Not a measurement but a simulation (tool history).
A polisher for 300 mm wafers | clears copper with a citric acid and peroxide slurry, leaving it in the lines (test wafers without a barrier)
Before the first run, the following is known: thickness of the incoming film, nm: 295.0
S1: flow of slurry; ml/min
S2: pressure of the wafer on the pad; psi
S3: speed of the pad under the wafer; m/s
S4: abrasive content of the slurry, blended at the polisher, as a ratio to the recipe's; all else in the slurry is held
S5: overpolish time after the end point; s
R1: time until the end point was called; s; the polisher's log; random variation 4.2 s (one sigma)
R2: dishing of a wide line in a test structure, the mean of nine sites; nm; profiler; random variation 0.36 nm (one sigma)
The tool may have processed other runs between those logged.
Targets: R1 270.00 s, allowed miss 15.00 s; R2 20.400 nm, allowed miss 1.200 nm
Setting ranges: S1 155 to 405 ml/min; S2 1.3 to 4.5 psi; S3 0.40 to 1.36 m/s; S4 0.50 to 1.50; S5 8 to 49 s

run,hour,S1,S2,S3,S4,S5,R1,R2
1,0.0,260,2.9,0.88,1.00,25,148.41,30.526
2,1.3,260,3.3,0.88,1.00,25,135.67,32.777
3,8.5,260,2.9,0.88,1.00,25,153.56,30.851
4,13.8,260,2.9,0.88,1.10,25,147.23,30.174
5,22.6,260,2.7,0.86,1.10,25,161.32,28.314
6,26.2,260,3.1,0.86,1.10,25,138.56,31.895
7,30.2,260,2.9,0.86,1.10,25,156.27,29.200
8,35.4,260,2.7,0.86,1.10,25,162.42,28.510
9,38.5,260,2.6,0.86,1.10,25,172.81,27.583
10,42.9,260,2.5,0.86,1.10,25,174.01,26.323
11,43.8,260,2.4,0.86,1.10,25,180.14,26.122
12,44.5,260,1.6,0.82,1.10,27,273.60,18.989

4 candidate next runs follow, results not yet known. Just one meets every target within its allowed miss. Identify it.
A,45.2,265,1.7,0.76,1.15,26,?,?
B,45.2,220,1.5,1.12,1.10,27,?,?
C,45.2,205,2.2,0.76,1.10,29,?,?
D,45.2,240,1.6,0.84,1.20,28,?,?

move,R1,R2
A,278.63,18.123
B,222.57,22.424
C,225.21,23.937
D,268.51,19.871
A: the biggest miss grows against the last run
B: pushes the last run's worst result past its target
C: pushes the last run's worst result past its target
D: in spec on every target
So the answer is move D, the one that meets all the targets.
